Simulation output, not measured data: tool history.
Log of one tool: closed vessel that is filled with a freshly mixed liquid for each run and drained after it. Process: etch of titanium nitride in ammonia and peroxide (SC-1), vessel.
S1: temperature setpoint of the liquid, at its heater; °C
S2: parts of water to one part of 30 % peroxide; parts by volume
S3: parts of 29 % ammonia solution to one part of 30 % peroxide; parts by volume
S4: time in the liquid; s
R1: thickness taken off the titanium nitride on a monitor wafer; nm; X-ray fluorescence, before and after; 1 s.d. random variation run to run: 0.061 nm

run  hour    S1    S2    S3   S4      R1
  1     0    56  25.5  0.55  210  11.596
  2   2.1  54.5  25.5  0.55  210  10.399
  3  10.3    60  25.5  0.55  210  14.936
  4  13.6    60  25.5  0.45  210  14.149
  5  16.9    60    17  0.45  210  17.714
  6  21.7    60    17  0.45  210  17.999
  7  25.2  57.5    17  0.45  210  15.311
  8  26.3  49.5  17.5  0.45  210  8.6484

For run 9, what comes out?
  9  35.3  49  17.5  0.45  210   ?

R1: 8.3257 nm
